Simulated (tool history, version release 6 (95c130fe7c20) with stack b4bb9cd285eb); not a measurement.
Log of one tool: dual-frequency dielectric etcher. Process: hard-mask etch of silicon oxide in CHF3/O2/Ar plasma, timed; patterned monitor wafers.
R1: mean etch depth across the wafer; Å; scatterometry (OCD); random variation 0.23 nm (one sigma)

{"run": 1, "hour": 0.0, "source power (kW)": 0.57, "bias power (kW)": 0.179, "etch time (s)": 32, "R1": 559.55}
{"run": 2, "hour": 5.4, "source power (kW)": 0.54, "bias power (kW)": 0.176, "etch time (s)": 32, "R1": 546.8}
{"run": 3, "hour": 14.0, "source power (kW)": 0.58, "bias power (kW)": 0.176, "etch time (s)": 32, "R1": 564.9}
{"run": 4, "hour": 17.9, "source power (kW)": 0.58, "bias power (kW)": 0.153, "etch time (s)": 32, "R1": 535.33}
{"run": 5, "hour": 26.9, "source power (kW)": 0.58, "bias power (kW)": 0.184, "etch time (s)": 32, "R1": 569.12}
{"run": 6, "hour": 32.8, "source power (kW)": 0.54, "bias power (kW)": 0.18, "etch time (s)": 32, "R1": 553.01}
{"run": 7, "hour": 39.3, "source power (kW)": 0.51, "bias power (kW)": 0.176, "etch time (s)": 32, "R1": 534.28}

Forecast run 8:
{"run": 8, "hour": 46.4, "source power (kW)": 0.49, "bias power (kW)": 0.174, "etch time (s)": 32, "R1": "?"}

R1: 524.77 Å
